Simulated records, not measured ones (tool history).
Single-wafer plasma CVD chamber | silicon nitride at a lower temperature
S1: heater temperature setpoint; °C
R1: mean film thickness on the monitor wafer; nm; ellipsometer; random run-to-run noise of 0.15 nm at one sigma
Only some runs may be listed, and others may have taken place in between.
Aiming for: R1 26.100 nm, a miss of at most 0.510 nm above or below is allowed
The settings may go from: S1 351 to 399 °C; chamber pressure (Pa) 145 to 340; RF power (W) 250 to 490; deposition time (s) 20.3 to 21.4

{"run": 1, "hour": 0.0, "S1": 375, "chamber pressure (Pa)": 243, "RF power (W)": 370, "deposition time (s)": 21.4, "R1": 30.312}
{"run": 2, "hour": 8.4, "S1": 375, "chamber pressure (Pa)": 243, "RF power (W)": 405, "deposition time (s)": 21.4, "R1": 32.209}
{"run": 3, "hour": 11.5, "S1": 375, "chamber pressure (Pa)": 231, "RF power (W)": 390, "deposition time (s)": 21.3, "R1": 31.064}
{"run": 4, "hour": 18.4, "S1": 375, "chamber pressure (Pa)": 231, "RF power (W)": 390, "deposition time (s)": 20.3, "R1": 29.591}
{"run": 5, "hour": 27.2, "S1": 375, "chamber pressure (Pa)": 219, "RF power (W)": 385, "deposition time (s)": 20.3, "R1": 28.723}
{"run": 6, "hour": 31.4, "S1": 375, "chamber pressure (Pa)": 219, "RF power (W)": 410, "deposition time (s)": 20.3, "R1": 30.523}
{"run": 7, "hour": 35.9, "S1": 375, "chamber pressure (Pa)": 208, "RF power (W)": 400, "deposition time (s)": 20.3, "R1": 29.552}
{"run": 8, "hour": 38.5, "S1": 375, "chamber pressure (Pa)": 200, "RF power (W)": 395, "deposition time (s)": 20.3, "R1": 28.951}
{"run": 9, "hour": 42.8, "S1": 375, "chamber pressure (Pa)": 192, "RF power (W)": 390, "deposition time (s)": 20.3, "R1": 28.45}
{"hour": 47.0, "done": "RF generator calibrated"}
{"run": 10, "hour": 47.0, "S1": 375, "chamber pressure (Pa)": 185, "RF power (W)": 385, "deposition time (s)": 20.3, "R1": 29.211}
{"run": 11, "hour": 54.0, "S1": 375, "chamber pressure (Pa)": 184, "RF power (W)": 370, "deposition time (s)": 20.3, "R1": 28.871}
{"run": 12, "hour": 61.3, "S1": 377, "chamber pressure (Pa)": 177, "RF power (W)": 350, "deposition time (s)": 20.3, "R1": 27.002}
{"run": 13, "hour": 65.0, "S1": 378, "chamber pressure (Pa)": 175, "RF power (W)": 350, "deposition time (s)": 20.3, "R1": 27.297}
{"run": 14, "hour": 67.9, "S1": 378, "chamber pressure (Pa)": 172, "RF power (W)": 345, "deposition time (s)": 20.3, "R1": 26.697}
{"run": 15, "hour": 74.2, "S1": 379, "chamber pressure (Pa)": 169, "RF power (W)": 345, "deposition time (s)": 20.3, "R1": 26.672}

Below are 4 possible settings for the next run. Only one of them brings all results inside the allowed miss of their targets. Which is it?
{"run": "A", "hour": 80.5, "S1": 375, "chamber pressure (Pa)": 147, "RF power (W)": 350, "deposition time (s)": 21.2, "R1": "?"}
{"run": "B", "hour": 80.5, "S1": 375, "chamber pressure (Pa)": 156, "RF power (W)": 340, "deposition time (s)": 20.3, "R1": "?"}
{"run": "C", "hour": 80.5, "S1": 385, "chamber pressure (Pa)": 147, "RF power (W)": 350, "deposition time (s)": 21.2, "R1": "?"}
{"run": "D", "hour": 80.5, "S1": 374, "chamber pressure (Pa)": 196, "RF power (W)": 345, "deposition time (s)": 20.3, "R1": "?"}

move=A R1=27.363
move=B R1=25.969
move=C R1=27.264
move=D R1=27.515
A: misses by more than the last run did
B: in spec on every target
C: misses by more than the last run did
D: misses by more than the last run did
Go with B: it meets all targets.

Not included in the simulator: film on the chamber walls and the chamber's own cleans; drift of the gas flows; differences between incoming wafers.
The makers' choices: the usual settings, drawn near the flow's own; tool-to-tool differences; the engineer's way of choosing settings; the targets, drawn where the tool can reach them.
